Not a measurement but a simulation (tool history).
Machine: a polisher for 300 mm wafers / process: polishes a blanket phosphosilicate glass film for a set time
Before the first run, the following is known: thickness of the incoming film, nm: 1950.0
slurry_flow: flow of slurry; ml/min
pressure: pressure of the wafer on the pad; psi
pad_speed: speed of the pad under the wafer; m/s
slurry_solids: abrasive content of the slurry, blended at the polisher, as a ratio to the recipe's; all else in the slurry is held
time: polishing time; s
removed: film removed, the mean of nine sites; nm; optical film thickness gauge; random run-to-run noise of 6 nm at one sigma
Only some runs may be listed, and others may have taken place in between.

{"run": 1, "hour": 0.0, "slurry_flow": 265, "pressure": 3.3, "pad_speed": 1.04, "slurry_solids": 1, "time": 34, "removed": 291.53}
{"run": 2, "hour": 5.8, "slurry_flow": 265, "pressure": 3.5, "pad_speed": 1.04, "slurry_solids": 1, "time": 34, "removed": 307.14}
{"run": 3, "hour": 13.1, "slurry_flow": 265, "pressure": 3.7, "pad_speed": 1.04, "slurry_solids": 1, "time": 34, "removed": 335.41}
{"run": 4, "hour": 16.1, "slurry_flow": 265, "pressure": 3.7, "pad_speed": 0.86, "slurry_solids": 1, "time": 34, "removed": 311.96}
{"run": 5, "hour": 21.9, "slurry_flow": 235, "pressure": 3.7, "pad_speed": 0.86, "slurry_solids": 1, "time": 34, "removed": 301.39}
{"run": 6, "hour": 28.5, "slurry_flow": 235, "pressure": 3.9, "pad_speed": 0.86, "slurry_solids": 1, "time": 34, "removed": 312.73}
{"run": 7, "hour": 34.8, "slurry_flow": 250, "pressure": 4, "pad_speed": 0.86, "slurry_solids": 1, "time": 34, "removed": 319.93}
{"run": 8, "hour": 43.2, "slurry_flow": 250, "pressure": 4.2, "pad_speed": 0.88, "slurry_solids": 1, "time": 34, "removed": 349.79}

Forecast run 9:
{"run": 9, "hour": 52.2, "slurry_flow": 250, "pressure": 4.3, "pad_speed": 0.88, "slurry_solids": 1, "time": 34, "removed": "?"}

removed: 351.63 nm

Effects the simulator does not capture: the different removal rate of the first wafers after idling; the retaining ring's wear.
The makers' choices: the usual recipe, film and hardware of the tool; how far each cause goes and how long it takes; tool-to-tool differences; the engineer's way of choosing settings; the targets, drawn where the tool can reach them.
